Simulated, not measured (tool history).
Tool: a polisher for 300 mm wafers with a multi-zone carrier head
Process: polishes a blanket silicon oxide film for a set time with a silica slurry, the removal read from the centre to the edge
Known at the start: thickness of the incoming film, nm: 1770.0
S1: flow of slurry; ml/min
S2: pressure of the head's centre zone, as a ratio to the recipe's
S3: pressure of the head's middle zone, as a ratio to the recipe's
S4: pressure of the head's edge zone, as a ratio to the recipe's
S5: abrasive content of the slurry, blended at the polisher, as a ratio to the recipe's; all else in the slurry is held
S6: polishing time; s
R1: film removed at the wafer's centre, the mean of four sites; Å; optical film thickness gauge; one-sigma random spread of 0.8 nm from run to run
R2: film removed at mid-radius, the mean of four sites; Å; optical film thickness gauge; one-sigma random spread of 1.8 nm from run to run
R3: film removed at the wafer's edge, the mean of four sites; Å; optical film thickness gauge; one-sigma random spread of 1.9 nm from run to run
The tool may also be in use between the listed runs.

{"run": 1, "day": 0.0, "S1": 295, "S2": 1, "S3": 1, "S4": 1, "S5": 1, "S6": 83, "R1": 1807.5, "R2": 1837, "R3": 1861.5}
{"run": 2, "day": 0.3, "S1": 250, "S2": 1, "S3": 1, "S4": 1, "S5": 1, "S6": 83, "R1": 1752.1, "R2": 1759.1, "R3": 1853.1}
{"run": 3, "day": 0.575, "S1": 255, "S2": 0.98, "S3": 1, "S4": 0.99, "S5": 0.95, "S6": 82, "R1": 1688.9, "R2": 1786, "R3": 1734.6}
{"run": 4, "day": 0.692, "S1": 255, "S2": 0.98, "S3": 1, "S4": 0.99, "S5": 0.95, "S6": 70, "R1": 1422.8, "R2": 1492.9, "R3": 1466.1}
{"run": 5, "day": 0.962, "S1": 255, "S2": 0.98, "S3": 1, "S4": 1.07, "S5": 0.95, "S6": 70, "R1": 1452.7, "R2": 1492.4, "R3": 1594.9}
{"run": 6, "day": 1.067, "S1": 250, "S2": 0.96, "S3": 0.98, "S4": 1.06, "S5": 0.9, "S6": 70, "R1": 1367.1, "R2": 1445.7, "R3": 1528.6}
{"run": 7, "day": 1.421, "S1": 245, "S2": 0.95, "S3": 0.96, "S4": 1.04, "S5": 0.9, "S6": 70, "R1": 1361, "R2": 1399.5, "R3": 1505.5}
{"run": 8, "day": 1.779, "S1": 240, "S2": 0.93, "S3": 0.95, "S4": 1.03, "S5": 0.9, "S6": 70, "R1": 1356.7, "R2": 1390, "R3": 1462.7}
{"run": 9, "day": 2.071, "S1": 235, "S2": 0.92, "S3": 0.95, "S4": 1.03, "S5": 0.85, "S6": 70, "R1": 1285.5, "R2": 1333.3, "R3": 1409.3}

Forecast run 10:
{"run": 10, "day": 2.258, "S1": 230, "S2": 0.91, "S3": 0.95, "S4": 1.03, "S5": 0.85, "S6": 70, "R1": "?", "R2": "?", "R3": "?"}

{"run 10": {"R1": 1266.8, "R2": 1377.3, "R3": 1414.6}}

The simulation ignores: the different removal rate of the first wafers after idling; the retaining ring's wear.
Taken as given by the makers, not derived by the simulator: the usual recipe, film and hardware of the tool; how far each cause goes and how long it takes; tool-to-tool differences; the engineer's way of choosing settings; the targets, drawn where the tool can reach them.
